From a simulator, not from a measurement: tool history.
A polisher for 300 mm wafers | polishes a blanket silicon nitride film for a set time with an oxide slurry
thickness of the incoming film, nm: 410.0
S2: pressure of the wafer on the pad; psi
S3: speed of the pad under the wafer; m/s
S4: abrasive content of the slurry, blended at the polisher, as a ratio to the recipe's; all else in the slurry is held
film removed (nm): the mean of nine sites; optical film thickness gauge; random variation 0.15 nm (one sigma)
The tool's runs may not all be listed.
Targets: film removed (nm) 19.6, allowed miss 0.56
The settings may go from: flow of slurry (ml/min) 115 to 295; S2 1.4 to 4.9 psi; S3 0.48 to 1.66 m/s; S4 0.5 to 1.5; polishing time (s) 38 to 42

run 1 hour=0 | flow_of_slurry_(ml/min)=190 S2=3.1 S3=1.06 S4=1 polishing_time_(s)=42 | film_removed_(nm)=28.267
run 2 hour=4.1 | flow_of_slurry_(ml/min)=190 S2=2.6 S3=1.06 S4=1 polishing_time_(s)=42 | film_removed_(nm)=24.214
run 3 hour=8.3 | flow_of_slurry_(ml/min)=185 S2=2.4 S3=1.06 S4=1 polishing_time_(s)=42 | film_removed_(nm)=22.468
run 4 hour=13.6 | flow_of_slurry_(ml/min)=185 S2=1.7 S3=1.06 S4=1 polishing_time_(s)=42 | film_removed_(nm)=16.586
run 5 hour=19.4 | flow_of_slurry_(ml/min)=155 S2=1.7 S3=1.06 S4=1 polishing_time_(s)=42 | film_removed_(nm)=16.277
-- hour=21.5 head pressure recalibrated
run 6 hour=21.5 | flow_of_slurry_(ml/min)=155 S2=1.4 S3=1.06 S4=1 polishing_time_(s)=42 | film_removed_(nm)=12.923
run 7 hour=26.9 | flow_of_slurry_(ml/min)=185 S2=1.5 S3=1.06 S4=1 polishing_time_(s)=42 | film_removed_(nm)=14.04
run 8 hour=32.6 | flow_of_slurry_(ml/min)=235 S2=2.3 S3=1.06 S4=1 polishing_time_(s)=42 | film_removed_(nm)=21.059

5 next moves are on the table. One of them brings every result within its allowed miss. Which?
run A hour=38.3 | flow_of_slurry_(ml/min)=185 S2=2.8 S3=0.9 S4=1.1 polishing_time_(s)=42 | film_removed_(nm)=?
run B hour=38.3 | flow_of_slurry_(ml/min)=210 S2=2.4 S3=1.14 S4=1.1 polishing_time_(s)=42 | film_removed_(nm)=?
run C hour=38.3 | flow_of_slurry_(ml/min)=260 S2=2.2 S3=0.96 S4=1.3 polishing_time_(s)=40 | film_removed_(nm)=?
run D hour=38.3 | flow_of_slurry_(ml/min)=295 S2=2 S3=1.34 S4=1.25 polishing_time_(s)=38 | film_removed_(nm)=?
run E hour=38.3 | flow_of_slurry_(ml/min)=230 S2=2.5 S3=1.08 S4=1.05 polishing_time_(s)=38 | film_removed_(nm)=?

move=A film_removed_(nm)=22.021
move=B film_removed_(nm)=23.567
move=C film_removed_(nm)=19.58
move=D film_removed_(nm)=22.338
move=E film_removed_(nm)=21.091
A: further off than the last run
B: further off than the last run
C: meets every target
D: further off than the last run
E: as far off as the last run
Answer: C

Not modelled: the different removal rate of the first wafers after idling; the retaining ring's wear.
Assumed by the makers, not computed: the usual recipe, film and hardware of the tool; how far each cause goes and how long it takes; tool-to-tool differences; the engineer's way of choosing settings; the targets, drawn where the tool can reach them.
